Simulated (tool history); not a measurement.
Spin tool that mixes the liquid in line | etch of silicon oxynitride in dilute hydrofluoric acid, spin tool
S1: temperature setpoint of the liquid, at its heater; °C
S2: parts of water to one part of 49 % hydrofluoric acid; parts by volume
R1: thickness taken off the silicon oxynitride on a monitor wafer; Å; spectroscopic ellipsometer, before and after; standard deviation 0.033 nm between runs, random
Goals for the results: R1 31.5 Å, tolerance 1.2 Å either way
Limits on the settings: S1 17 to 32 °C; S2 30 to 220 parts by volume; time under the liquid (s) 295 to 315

Run 1, day 0: S1 24 °C, S2 125 parts by volume, time under the liquid (s) 295. Result: R1 49.189 Å.
Run 2, day 0.154: S1 24 °C, S2 125 parts by volume, time under the liquid (s) 315. Result: R1 52.439 Å.
Run 3, day 0.454: S1 24 °C, S2 125 parts by volume, time under the liquid (s) 315. Result: R1 51.6 Å.
Run 4, day 0.571: S1 22.5 °C, S2 130 parts by volume, time under the liquid (s) 315. Result: R1 45.931 Å.
Run 5, day 0.738: S1 22.5 °C, S2 130 parts by volume, time under the liquid (s) 315. Result: R1 47.251 Å.
Run 6, day 0.771: S1 22.5 °C, S2 130 parts by volume, time under the liquid (s) 295. Result: R1 43.792 Å.
Run 7, day 0.904: S1 21.5 °C, S2 135 parts by volume, time under the liquid (s) 295. Result: R1 39.282 Å.
Run 8, day 0.983: S1 20.5 °C, S2 135 parts by volume, time under the liquid (s) 295. Result: R1 38.271 Å.

Of the 4 settings listed for the next run, only one would bring every result within its allowed miss of target. Which one?
Run A, day 1.062: S1 18.5 °C, S2 145 parts by volume, time under the liquid (s) 295. Result: R1 ?.
Run B, day 1.062: S1 20 °C, S2 135 parts by volume, time under the liquid (s) 295. Result: R1 ?.
Run C, day 1.062: S1 18 °C, S2 105 parts by volume, time under the liquid (s) 315. Result: R1 ?.
Run D, day 1.062: S1 19 °C, S2 120 parts by volume, time under the liquid (s) 310. Result: R1 ?.

move      R1
   A  31.897
   B   37.08
   C  47.128
   D    42.2
A: all results in spec
B: an improvement on the last run, though not all results are within tolerance
C: moves away from the targets compared with the last run
D: moves away from the targets compared with the last run
A meets every target.
